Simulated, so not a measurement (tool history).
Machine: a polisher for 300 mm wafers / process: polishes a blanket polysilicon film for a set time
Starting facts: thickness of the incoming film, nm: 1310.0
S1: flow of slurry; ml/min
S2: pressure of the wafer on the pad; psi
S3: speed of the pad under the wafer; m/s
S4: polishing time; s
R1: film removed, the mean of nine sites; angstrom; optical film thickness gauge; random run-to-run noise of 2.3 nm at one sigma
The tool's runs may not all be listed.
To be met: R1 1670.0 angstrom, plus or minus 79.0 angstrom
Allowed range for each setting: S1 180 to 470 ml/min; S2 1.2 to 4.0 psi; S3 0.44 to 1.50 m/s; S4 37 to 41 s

run	hour	S1	S2	S3	S4	R1
1	0.0	300	2.6	0.96	41	2721.8
2	4.1	300	2.6	0.96	37	2463.7
3	9.1	300	2.4	0.96	37	2293.1
4	9.9	300	2.4	0.96	41	2480.6
5	15.2	300	2.4	0.84	41	2143.0
6	19.6	300	2.2	0.84	41	2153.4
7	22.9	300	2.0	0.82	41	1912.4
8	25.7	300	1.9	0.82	41	1876.0
9	31.9	300	1.8	0.82	41	1766.9

Which single option among these 4 for the next run brings every result within its allowed miss of target? Just one does.
A	38.1	290	2.0	0.78	41	?
B	38.1	415	1.6	0.96	39	?
C	38.1	280	1.7	0.86	38	?
D	38.1	225	1.8	0.96	38	?

move	R1
A	1782.4
B	1840.5
C	1629.3
D	1845.3
A: moves away from the targets compared with the last run
B: moves away from the targets compared with the last run
C: in spec on every target
D: moves away from the targets compared with the last run
Answer: C
